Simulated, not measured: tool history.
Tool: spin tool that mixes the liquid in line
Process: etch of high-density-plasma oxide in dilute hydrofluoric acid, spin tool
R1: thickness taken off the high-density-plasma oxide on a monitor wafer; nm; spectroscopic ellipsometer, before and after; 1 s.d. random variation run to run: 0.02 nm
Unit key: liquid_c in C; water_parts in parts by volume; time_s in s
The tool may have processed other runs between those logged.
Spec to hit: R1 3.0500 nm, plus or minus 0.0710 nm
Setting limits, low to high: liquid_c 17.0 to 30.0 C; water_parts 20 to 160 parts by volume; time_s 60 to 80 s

run 1 hour=0.0 | liquid_c=22.0 water_parts=90 time_s=80 | R1=3.9691
run 2 hour=8.6 | liquid_c=21.5 water_parts=90 time_s=80 | R1=3.8878
run 3 hour=9.2 | liquid_c=19.5 water_parts=90 time_s=80 | R1=3.6300
run 4 hour=14.1 | liquid_c=22.5 water_parts=90 time_s=80 | R1=4.0284
run 5 hour=19.0 | liquid_c=22.5 water_parts=90 time_s=80 | R1=4.1159
run 6 hour=24.4 | liquid_c=25.5 water_parts=90 time_s=80 | R1=4.6394
run 7 hour=26.2 | liquid_c=24.5 water_parts=90 time_s=80 | R1=4.4550
run 8 hour=30.2 | liquid_c=23.5 water_parts=90 time_s=80 | R1=4.2527
run 9 hour=36.6 | liquid_c=22.5 water_parts=90 time_s=80 | R1=4.1044
run 10 hour=39.5 | liquid_c=22.5 water_parts=90 time_s=80 | R1=4.1281

5 candidate next runs follow, results not yet known. Just one meets every target within its allowed miss. Identify it.
run A hour=42.4 | liquid_c=27.0 water_parts=120 time_s=70 | R1=?
run B hour=42.4 | liquid_c=19.5 water_parts=60 time_s=80 | R1=?
run C hour=42.4 | liquid_c=22.0 water_parts=55 time_s=75 | R1=?
run D hour=42.4 | liquid_c=22.5 water_parts=95 time_s=75 | R1=?
run E hour=42.4 | liquid_c=18.5 water_parts=50 time_s=60 | R1=?

move=A R1=3.0957
move=B R1=5.6349
move=C R1=6.4399
move=D R1=3.6236
move=E R1=4.9165
A: each result inside its tolerance
B: moves away from the targets compared with the last run
C: moves away from the targets compared with the last run
D: gains on the last run, yet a result remains outside its allowed miss
E: moves away from the targets compared with the last run
Move A is the one to make.
